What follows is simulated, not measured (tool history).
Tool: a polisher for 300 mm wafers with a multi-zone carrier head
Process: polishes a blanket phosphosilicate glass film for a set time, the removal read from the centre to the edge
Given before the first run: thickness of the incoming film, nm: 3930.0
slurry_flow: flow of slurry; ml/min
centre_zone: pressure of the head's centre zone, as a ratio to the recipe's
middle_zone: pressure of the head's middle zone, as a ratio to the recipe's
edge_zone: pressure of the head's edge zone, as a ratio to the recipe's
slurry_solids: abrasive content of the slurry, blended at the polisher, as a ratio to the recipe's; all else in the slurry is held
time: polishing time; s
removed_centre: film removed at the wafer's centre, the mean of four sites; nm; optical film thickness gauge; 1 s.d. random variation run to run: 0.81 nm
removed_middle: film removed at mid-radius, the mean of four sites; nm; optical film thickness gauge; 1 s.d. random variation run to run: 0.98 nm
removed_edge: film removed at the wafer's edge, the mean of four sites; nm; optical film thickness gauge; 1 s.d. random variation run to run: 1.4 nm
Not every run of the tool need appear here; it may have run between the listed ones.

Run 1, hour 0.0: slurry_flow 290 ml/min, centre_zone 1.00, middle_zone 1.00, edge_zone 1.00, slurry_solids 1.00, time 35 s. Result: removed_centre 243.70 nm, removed_middle 251.74 nm, removed_edge 244.16 nm.
Run 2, hour 0.8: slurry_flow 290 ml/min, centre_zone 1.00, middle_zone 1.00, edge_zone 1.00, slurry_solids 1.10, time 35 s. Result: removed_centre 256.91 nm, removed_middle 265.29 nm, removed_edge 256.94 nm.
Run 3, hour 1.5: slurry_flow 270 ml/min, centre_zone 1.02, middle_zone 0.96, edge_zone 0.99, slurry_solids 0.95, time 31 s. Result: removed_centre 210.17 nm, removed_middle 204.74 nm, removed_edge 212.39 nm.
Run 4, hour 2.1: slurry_flow 270 ml/min, centre_zone 1.02, middle_zone 0.96, edge_zone 0.99, slurry_solids 0.95, time 36 s. Result: removed_centre 245.79 nm, removed_middle 240.59 nm, removed_edge 246.78 nm.
Run 5, hour 3.1: slurry_flow 270 ml/min, centre_zone 1.02, middle_zone 0.96, edge_zone 0.99, slurry_solids 1.15, time 36 s. Result: removed_centre 270.92 nm, removed_middle 263.99 nm, removed_edge 260.39 nm.
Run 6, hour 7.0: slurry_flow 235 ml/min, centre_zone 1.02, middle_zone 0.96, edge_zone 0.99, slurry_solids 1.15, time 36 s. Result: removed_centre 267.57 nm, removed_middle 255.25 nm, removed_edge 266.57 nm.
Run 7, hour 9.1: slurry_flow 240 ml/min, centre_zone 1.04, middle_zone 0.93, edge_zone 0.96, slurry_solids 1.00, time 32 s. Result: removed_centre 225.50 nm, removed_middle 213.90 nm, removed_edge 215.95 nm.
Run 8, hour 15.6: slurry_flow 225 ml/min, centre_zone 1.06, middle_zone 0.90, edge_zone 0.96, slurry_solids 0.90, time 28 s. Result: removed_centre 186.86 nm, removed_middle 163.80 nm, removed_edge 174.23 nm.
Run 9, hour 19.9: slurry_flow 220 ml/min, centre_zone 1.06, middle_zone 0.88, edge_zone 0.96, slurry_solids 0.80, time 26 s. Result: removed_centre 162.74 nm, removed_middle 141.54 nm, removed_edge 150.99 nm.
Run 10, hour 26.1: slurry_flow 215 ml/min, centre_zone 1.06, middle_zone 0.86, edge_zone 0.97, slurry_solids 0.75, time 25 s. Result: removed_centre 147.03 nm, removed_middle 128.80 nm, removed_edge 139.52 nm.

What does the tool deliver on the next run?
Run 11, hour 29.7: slurry_flow 210 ml/min, centre_zone 1.08, middle_zone 0.85, edge_zone 0.98, slurry_solids 0.70, time 24 s. Result: removed_centre ?, removed_middle ?, removed_edge ?.

{"run 11": {"removed_centre": 136.65, "removed_middle": 114.24, "removed_edge": 130.99}}
